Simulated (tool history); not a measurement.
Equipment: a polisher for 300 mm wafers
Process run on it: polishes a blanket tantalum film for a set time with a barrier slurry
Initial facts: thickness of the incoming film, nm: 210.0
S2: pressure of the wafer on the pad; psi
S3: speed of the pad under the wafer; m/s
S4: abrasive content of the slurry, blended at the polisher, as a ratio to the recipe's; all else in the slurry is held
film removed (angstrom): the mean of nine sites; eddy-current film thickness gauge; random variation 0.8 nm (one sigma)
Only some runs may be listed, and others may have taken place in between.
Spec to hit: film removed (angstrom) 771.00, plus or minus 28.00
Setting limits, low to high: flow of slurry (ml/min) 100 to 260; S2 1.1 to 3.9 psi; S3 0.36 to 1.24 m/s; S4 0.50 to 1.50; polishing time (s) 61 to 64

{"run": 1, "hour": 0.0, "flow of slurry (ml/min)": 165, "S2": 2.5, "S3": 0.8, "S4": 1.0, "polishing time (s)": 61, "film removed (angstrom)": 1232.2}
{"run": 2, "hour": 1.5, "flow of slurry (ml/min)": 165, "S2": 2.5, "S3": 0.88, "S4": 1.0, "polishing time (s)": 61, "film removed (angstrom)": 1328.6}
{"run": 3, "hour": 7.0, "flow of slurry (ml/min)": 165, "S2": 2.3, "S3": 0.88, "S4": 1.0, "polishing time (s)": 61, "film removed (angstrom)": 1237.0}
{"run": 4, "hour": 8.3, "flow of slurry (ml/min)": 165, "S2": 2.3, "S3": 0.7, "S4": 1.0, "polishing time (s)": 61, "film removed (angstrom)": 1018.1}
{"run": 5, "hour": 16.7, "flow of slurry (ml/min)": 195, "S2": 2.3, "S3": 0.7, "S4": 1.0, "polishing time (s)": 61, "film removed (angstrom)": 1028.4}
{"run": 6, "hour": 22.0, "flow of slurry (ml/min)": 195, "S2": 2.3, "S3": 0.7, "S4": 1.15, "polishing time (s)": 61, "film removed (angstrom)": 1063.2}
{"run": 7, "hour": 29.9, "flow of slurry (ml/min)": 195, "S2": 2.2, "S3": 0.7, "S4": 1.15, "polishing time (s)": 61, "film removed (angstrom)": 1007.0}
{"run": 8, "hour": 33.0, "flow of slurry (ml/min)": 195, "S2": 2.1, "S3": 0.7, "S4": 1.15, "polishing time (s)": 61, "film removed (angstrom)": 980.81}
{"run": 9, "hour": 40.0, "flow of slurry (ml/min)": 195, "S2": 2.0, "S3": 0.7, "S4": 1.15, "polishing time (s)": 61, "film removed (angstrom)": 938.14}
{"run": 10, "hour": 44.0, "flow of slurry (ml/min)": 195, "S2": 1.9, "S3": 0.7, "S4": 1.15, "polishing time (s)": 61, "film removed (angstrom)": 881.77}
{"run": 11, "hour": 47.6, "flow of slurry (ml/min)": 175, "S2": 1.6, "S3": 0.7, "S4": 1.15, "polishing time (s)": 61, "film removed (angstrom)": 748.28}
{"run": 12, "hour": 54.7, "flow of slurry (ml/min)": 180, "S2": 1.6, "S3": 0.7, "S4": 1.15, "polishing time (s)": 61, "film removed (angstrom)": 735.46}

5 next moves are on the table. One of them brings every result within its allowed miss. Which?
{"run": "A", "hour": 61.8, "flow of slurry (ml/min)": 210, "S2": 1.5, "S3": 0.66, "S4": 1.15, "polishing time (s)": 62, "film removed (angstrom)": "?"}
{"run": "B", "hour": 61.8, "flow of slurry (ml/min)": 230, "S2": 1.4, "S3": 0.72, "S4": 1.15, "polishing time (s)": 61, "film removed (angstrom)": "?"}
{"run": "C", "hour": 61.8, "flow of slurry (ml/min)": 145, "S2": 2.2, "S3": 0.46, "S4": 1.1, "polishing time (s)": 62, "film removed (angstrom)": "?"}
{"run": "D", "hour": 61.8, "flow of slurry (ml/min)": 185, "S2": 1.8, "S3": 0.66, "S4": 1.0, "polishing time (s)": 61, "film removed (angstrom)": "?"}
{"run": "E", "hour": 61.8, "flow of slurry (ml/min)": 180, "S2": 1.2, "S3": 0.86, "S4": 1.2, "polishing time (s)": 64, "film removed (angstrom)": "?"}

move=A film_removed_(angstrom)=684.11
move=B film_removed_(angstrom)=685.70
move=C film_removed_(angstrom)=690.28
move=D film_removed_(angstrom)=765.40
move=E film_removed_(angstrom)=705.74
A: the biggest miss grows against the last run
B: the biggest miss grows against the last run
C: the biggest miss grows against the last run
D: in spec on every target
E: the biggest miss grows against the last run
So the answer is move D, the one that meets all the targets.

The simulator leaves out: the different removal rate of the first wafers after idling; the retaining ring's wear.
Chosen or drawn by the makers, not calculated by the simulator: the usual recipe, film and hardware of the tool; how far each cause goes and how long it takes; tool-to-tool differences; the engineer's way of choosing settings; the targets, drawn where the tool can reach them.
